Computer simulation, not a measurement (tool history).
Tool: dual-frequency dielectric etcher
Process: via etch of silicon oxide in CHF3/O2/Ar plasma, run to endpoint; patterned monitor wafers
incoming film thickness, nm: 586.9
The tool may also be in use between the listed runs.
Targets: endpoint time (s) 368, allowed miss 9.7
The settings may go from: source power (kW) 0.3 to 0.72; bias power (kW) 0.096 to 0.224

{"run": 1, "hour": 0.0, "source power (kW)": 0.51, "bias power (kW)": 0.16, "endpoint time (s)": 320.69}
{"run": 2, "hour": 4.1, "source power (kW)": 0.51, "bias power (kW)": 0.182, "endpoint time (s)": 306.52}
{"run": 3, "hour": 11.3, "source power (kW)": 0.47, "bias power (kW)": 0.176, "endpoint time (s)": 317.03}
{"run": 4, "hour": 18.3, "source power (kW)": 0.44, "bias power (kW)": 0.169, "endpoint time (s)": 333.45}
{"run": 5, "hour": 26.5, "source power (kW)": 0.42, "bias power (kW)": 0.167, "endpoint time (s)": 339.84}
{"run": 6, "hour": 33.5, "source power (kW)": 0.4, "bias power (kW)": 0.165, "endpoint time (s)": 339.07}
{"run": 7, "hour": 34.1, "source power (kW)": 0.38, "bias power (kW)": 0.161, "endpoint time (s)": 349.94}
{"run": 8, "hour": 35.4, "source power (kW)": 0.37, "bias power (kW)": 0.159, "endpoint time (s)": 358.65}

Which of these 4 next moves meets every target?
{"run": "A", "hour": 36.7, "source power (kW)": 0.39, "bias power (kW)": 0.135, "endpoint time (s)": "?"}
{"run": "B", "hour": 36.7, "source power (kW)": 0.43, "bias power (kW)": 0.153, "endpoint time (s)": "?"}
{"run": "C", "hour": 36.7, "source power (kW)": 0.41, "bias power (kW)": 0.152, "endpoint time (s)": "?"}
{"run": "D", "hour": 36.7, "source power (kW)": 0.37, "bias power (kW)": 0.168, "endpoint time (s)": "?"}

move=A endpoint_time_(s)=366.65
move=B endpoint_time_(s)=341.21
move=C endpoint_time_(s)=347.45
move=D endpoint_time_(s)=348.18
A: meets every target
B: further off than the last run
C: further off than the last run
D: further off than the last run
Move A is the one to make.
